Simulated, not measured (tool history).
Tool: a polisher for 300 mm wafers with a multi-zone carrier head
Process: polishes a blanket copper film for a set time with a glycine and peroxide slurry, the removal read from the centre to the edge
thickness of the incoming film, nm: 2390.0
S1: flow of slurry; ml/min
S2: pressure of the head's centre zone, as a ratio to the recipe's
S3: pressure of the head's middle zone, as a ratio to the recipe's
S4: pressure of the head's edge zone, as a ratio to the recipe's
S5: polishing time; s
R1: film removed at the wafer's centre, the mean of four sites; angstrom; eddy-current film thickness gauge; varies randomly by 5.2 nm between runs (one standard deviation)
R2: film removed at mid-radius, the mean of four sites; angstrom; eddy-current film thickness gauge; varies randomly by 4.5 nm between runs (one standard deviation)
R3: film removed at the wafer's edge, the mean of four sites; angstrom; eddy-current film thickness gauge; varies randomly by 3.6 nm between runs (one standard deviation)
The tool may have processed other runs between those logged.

{"run": 1, "hour": 0.0, "S1": 135, "S2": 1, "S3": 1, "S4": 1, "S5": 63, "R1": 4341.5, "R2": 4319.9, "R3": 4357.7}
{"run": 2, "hour": 7.5, "S1": 135, "S2": 0.96, "S3": 1, "S4": 1, "S5": 63, "R1": 4221.5, "R2": 4401, "R3": 4297.7}
{"run": 3, "hour": 9.4, "S1": 125, "S2": 0.96, "S3": 0.96, "S4": 1, "S5": 62, "R1": 4048.8, "R2": 3979.5, "R3": 4260.7}
{"run": 4, "hour": 10.6, "S1": 120, "S2": 0.96, "S3": 0.95, "S4": 0.98, "S5": 62, "R1": 3875.6, "R2": 4090.8, "R3": 4080.3}
{"run": 5, "hour": 12.3, "S1": 120, "S2": 0.96, "S3": 0.91, "S4": 0.98, "S5": 62, "R1": 4000.8, "R2": 3888.7, "R3": 4090.7}
{"run": 6, "hour": 17.2, "S1": 120, "S2": 0.88, "S3": 0.91, "S4": 0.98, "S5": 62, "R1": 3668.2, "R2": 3895, "R3": 4089.2}
{"run": 7, "hour": 25.4, "S1": 120, "S2": 0.9, "S3": 0.88, "S4": 0.98, "S5": 62, "R1": 3725.3, "R2": 3789.6, "R3": 4118.1}

Run 8 has not been measured yet. What should we expect?
{"run": 8, "hour": 31.4, "S1": 120, "S2": 0.92, "S3": 0.86, "S4": 0.98, "S5": 62, "R1": "?", "R2": "?", "R3": "?"}

{"run 8": {"R1": 3731.1, "R2": 3760.9, "R3": 4127.6}}
